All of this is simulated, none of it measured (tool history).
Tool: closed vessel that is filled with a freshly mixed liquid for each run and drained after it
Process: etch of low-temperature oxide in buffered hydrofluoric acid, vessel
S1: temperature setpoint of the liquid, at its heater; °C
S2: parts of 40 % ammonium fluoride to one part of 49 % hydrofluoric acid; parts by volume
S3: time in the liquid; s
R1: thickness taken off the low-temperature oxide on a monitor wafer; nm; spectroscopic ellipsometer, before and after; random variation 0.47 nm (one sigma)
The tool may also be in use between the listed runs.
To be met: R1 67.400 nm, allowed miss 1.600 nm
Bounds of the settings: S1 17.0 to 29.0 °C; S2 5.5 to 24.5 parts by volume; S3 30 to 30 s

Run 1, hour 0.0: S1 21.0 °C, S2 15.0 parts by volume, S3 30 s. Result: R1 107.770 nm.
Run 2, hour 1.1: S1 18.5 °C, S2 15.0 parts by volume, S3 30 s. Result: R1 94.157 nm.
Run 3, hour 5.2: S1 18.5 °C, S2 11.5 parts by volume, S3 30 s. Result: R1 123.340 nm.
Run 4, hour 10.1: S1 18.5 °C, S2 8.0 parts by volume, S3 30 s. Result: R1 171.280 nm.
Run 5, hour 12.5: S1 18.5 °C, S2 9.0 parts by volume, S3 30 s. Result: R1 152.650 nm.
Run 6, hour 16.0: S1 18.5 °C, S2 10.0 parts by volume, S3 30 s. Result: R1 134.090 nm.
Run 7, hour 20.2: S1 18.5 °C, S2 11.0 parts by volume, S3 30 s. Result: R1 128.550 nm.
Run 8, hour 24.9: S1 18.5 °C, S2 11.5 parts by volume, S3 30 s. Result: R1 122.490 nm.
Run 9, hour 29.3: S1 18.5 °C, S2 12.0 parts by volume, S3 30 s. Result: R1 118.040 nm.
At hour 32.5: hydrofluoric acid flow meter replaced.
Run 10, hour 32.5: S1 17.0 °C, S2 17.0 parts by volume, S3 30 s. Result: R1 69.841 nm.

4 next moves are on the table. One of them brings every result within its allowed miss. Which?
Run A, hour 35.7: S1 17.0 °C, S2 16.5 parts by volume, S3 30 s. Result: R1 ?.
Run B, hour 35.7: S1 17.0 °C, S2 17.5 parts by volume, S3 30 s. Result: R1 ?.
Run C, hour 35.7: S1 17.0 °C, S2 18.5 parts by volume, S3 30 s. Result: R1 ?.
Run D, hour 35.7: S1 18.0 °C, S2 19.5 parts by volume, S3 30 s. Result: R1 ?.

move      R1
   A  71.492
   B  67.458
   C  63.855
   D  64.176
A: further off than the last run
B: meets every target
C: takes the result that was furthest off past its target
D: takes the result that was furthest off past its target
Move B is the one to make.

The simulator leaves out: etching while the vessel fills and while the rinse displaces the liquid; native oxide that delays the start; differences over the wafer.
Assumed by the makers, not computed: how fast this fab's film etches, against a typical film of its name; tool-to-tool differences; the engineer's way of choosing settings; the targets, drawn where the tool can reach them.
